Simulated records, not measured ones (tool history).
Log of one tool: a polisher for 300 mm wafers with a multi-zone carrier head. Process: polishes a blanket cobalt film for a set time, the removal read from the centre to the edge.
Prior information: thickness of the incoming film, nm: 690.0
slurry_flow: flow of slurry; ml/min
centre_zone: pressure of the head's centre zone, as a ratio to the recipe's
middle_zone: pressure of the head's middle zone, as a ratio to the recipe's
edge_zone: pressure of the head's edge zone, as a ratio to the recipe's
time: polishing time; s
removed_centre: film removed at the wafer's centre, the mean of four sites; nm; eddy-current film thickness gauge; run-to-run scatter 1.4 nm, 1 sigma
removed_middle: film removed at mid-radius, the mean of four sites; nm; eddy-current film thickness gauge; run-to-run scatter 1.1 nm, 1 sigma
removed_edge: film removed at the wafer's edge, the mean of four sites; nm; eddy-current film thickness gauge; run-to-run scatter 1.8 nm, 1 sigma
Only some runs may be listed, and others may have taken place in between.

| run | hour | slurry_flow | centre_zone | middle_zone | edge_zone | time | removed_centre | removed_middle | removed_edge |
|---|---|---|---|---|---|---|---|---|---|
| 1 | 0.0 | 125 | 1.00 | 1.00 | 1.00 | 40 | 228.46 | 220.27 | 224.90 |
| 2 | 8.3 | 125 | 1.00 | 1.00 | 1.06 | 40 | 230.83 | 222.43 | 231.56 |
| 3 | 9.4 | 125 | 1.00 | 0.96 | 1.06 | 40 | 228.80 | 213.13 | 230.07 |
| 4 | 13.8 | 125 | 1.00 | 0.96 | 1.06 | 44 | 246.46 | 230.75 | 252.57 |
| 5 | 18.6 | 125 | 1.00 | 0.88 | 1.06 | 44 | 252.09 | 218.34 | 252.41 |
| 6 | 20.9 | 120 | 0.99 | 0.88 | 1.03 | 41 | 228.21 | 202.83 | 226.07 |
| 7 | 27.3 | 115 | 0.98 | 0.87 | 1.02 | 39 | 214.77 | 189.19 | 216.61 |

What does the tool deliver on the next run?
| 8 | 34.2 | 115 | 0.97 | 0.87 | 0.99 | 37 | ? | ? | ? |

removed_centre: 200.09 nm
removed_middle: 180.08 nm
removed_edge: 203.91 nm

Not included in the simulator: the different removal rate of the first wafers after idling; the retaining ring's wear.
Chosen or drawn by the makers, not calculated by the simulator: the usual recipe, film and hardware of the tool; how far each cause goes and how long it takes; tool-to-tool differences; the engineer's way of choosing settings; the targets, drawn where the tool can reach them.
